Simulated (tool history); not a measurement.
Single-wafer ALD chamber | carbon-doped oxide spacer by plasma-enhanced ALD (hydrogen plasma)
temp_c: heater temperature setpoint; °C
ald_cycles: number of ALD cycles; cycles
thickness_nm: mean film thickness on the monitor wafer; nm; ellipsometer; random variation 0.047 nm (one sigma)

run,hour,temp_c,ald_cycles,thickness_nm
1,0.0,410,355,19.240
2,6.0,415,352,18.865
3,13.6,419,349,18.447
4,19.8,419,372,19.693
5,24.9,419,410,21.715
6,29.7,427,410,21.039
7,37.4,429,393,20.028
8,42.1,430,381,19.378

Run 9 comes next. What will it give?
9,47.2,434,347,?

Run 9 gave thickness_nm 17.340 nm.
